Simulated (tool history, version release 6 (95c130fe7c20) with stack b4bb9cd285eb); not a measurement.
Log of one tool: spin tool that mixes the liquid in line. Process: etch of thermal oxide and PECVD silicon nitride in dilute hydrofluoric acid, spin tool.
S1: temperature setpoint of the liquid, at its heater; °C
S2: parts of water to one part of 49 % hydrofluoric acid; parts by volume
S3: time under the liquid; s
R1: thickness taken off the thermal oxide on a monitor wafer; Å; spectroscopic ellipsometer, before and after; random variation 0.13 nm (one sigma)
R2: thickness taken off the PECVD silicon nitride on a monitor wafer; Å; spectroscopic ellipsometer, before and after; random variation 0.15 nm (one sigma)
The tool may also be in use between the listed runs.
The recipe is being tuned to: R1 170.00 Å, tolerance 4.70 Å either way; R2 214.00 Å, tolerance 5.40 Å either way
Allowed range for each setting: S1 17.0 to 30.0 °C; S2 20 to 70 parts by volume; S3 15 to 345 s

Run 1, hour 0.0: S1 22.0 °C, S2 40 parts by volume, S3 175 s. Result: R1 195.75 Å, R2 227.26 Å.
Run 2, hour 7.4: S1 22.5 °C, S2 40 parts by volume, S3 175 s. Result: R1 197.16 Å, R2 239.16 Å.
Run 3, hour 13.3: S1 19.0 °C, S2 40 parts by volume, S3 175 s. Result: R1 172.60 Å, R2 185.65 Å.
Run 4, hour 18.8: S1 19.0 °C, S2 50 parts by volume, S3 175 s. Result: R1 136.40 Å, R2 149.08 Å.
Run 5, hour 19.9: S1 19.0 °C, S2 50 parts by volume, S3 225 s. Result: R1 174.63 Å, R2 191.48 Å.
Run 6, hour 22.3: S1 20.0 °C, S2 50 parts by volume, S3 225 s. Result: R1 180.23 Å, R2 206.06 Å.
Run 7, hour 30.6: S1 20.5 °C, S2 50 parts by volume, S3 225 s. Result: R1 185.90 Å, R2 213.29 Å.
Run 8, hour 36.9: S1 21.0 °C, S2 50 parts by volume, S3 225 s. Result: R1 191.29 Å, R2 225.41 Å.
Run 9, hour 40.4: S1 21.5 °C, S2 50 parts by volume, S3 225 s. Result: R1 197.21 Å, R2 228.11 Å.
Run 10, hour 46.5: S1 23.5 °C, S2 60 parts by volume, S3 235 s. Result: R1 180.88 Å, R2 230.40 Å.
Run 11, hour 53.9: S1 23.0 °C, S2 60 parts by volume, S3 235 s. Result: R1 177.30 Å, R2 224.47 Å.

Which of these 5 next moves meets every target?
Run A, hour 61.3: S1 21.0 °C, S2 60 parts by volume, S3 260 s. Result: R1 ?, R2 ?.
Run B, hour 61.3: S1 26.5 °C, S2 70 parts by volume, S3 220 s. Result: R1 ?, R2 ?.
Run C, hour 61.3: S1 24.0 °C, S2 45 parts by volume, S3 170 s. Result: R1 ?, R2 ?.
Run D, hour 61.3: S1 23.0 °C, S2 65 parts by volume, S3 245 s. Result: R1 ?, R2 ?.
Run E, hour 61.3: S1 28.0 °C, S2 55 parts by volume, S3 170 s. Result: R1 ?, R2 ?.

move      R1      R2
   A  183.34  213.63
   B  164.25  224.70
   C  184.55  226.96
   D  172.17  213.29
   E  175.10  243.11
A: the worst result of the last run now meets its target, but another is out of spec
B: no nearer and no further than the last run
C: moves away from the targets compared with the last run
D: every result lands within tolerance
E: moves away from the targets compared with the last run
Answer: D
